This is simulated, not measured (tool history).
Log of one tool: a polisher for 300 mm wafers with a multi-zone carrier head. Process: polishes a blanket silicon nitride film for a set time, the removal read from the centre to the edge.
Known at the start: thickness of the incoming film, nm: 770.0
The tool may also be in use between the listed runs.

run	hour	flow of slurry (ml/min)	pressure of the head's centre zone	pressure of the head's middle zone	pressure of the head's edge zone	polishing time (s)	film removed at the wafer's centre (nm)	film removed at mid-radius (nm)	film removed at the wafer's edge (nm)
1	0	160	1	1	1	56	88.948	88.269	92.682
2	2.1	160	1.04	1	1	56	91.917	88.877	93.912
3	10.7	125	1.04	1	1	56	86.976	84.854	89.815
4	17.5	145	1	1.05	1.04	56	88.18	91.212	92.476
5	26.2	145	1	1.02	1.04	56	87.505	89.607	92.831
6	34.5	160	0.96	1.05	1.09	56	87.38	92.863	97.004

The next listed run, before its measurement:
7	35.5	170	0.93	1.09	1.11	56	?	?	?

{"run 7": {"film removed at the wafer's centre (nm)": 84.825, "film removed at mid-radius (nm)": 96.314, "film removed at the wafer's edge (nm)": 99.088}}

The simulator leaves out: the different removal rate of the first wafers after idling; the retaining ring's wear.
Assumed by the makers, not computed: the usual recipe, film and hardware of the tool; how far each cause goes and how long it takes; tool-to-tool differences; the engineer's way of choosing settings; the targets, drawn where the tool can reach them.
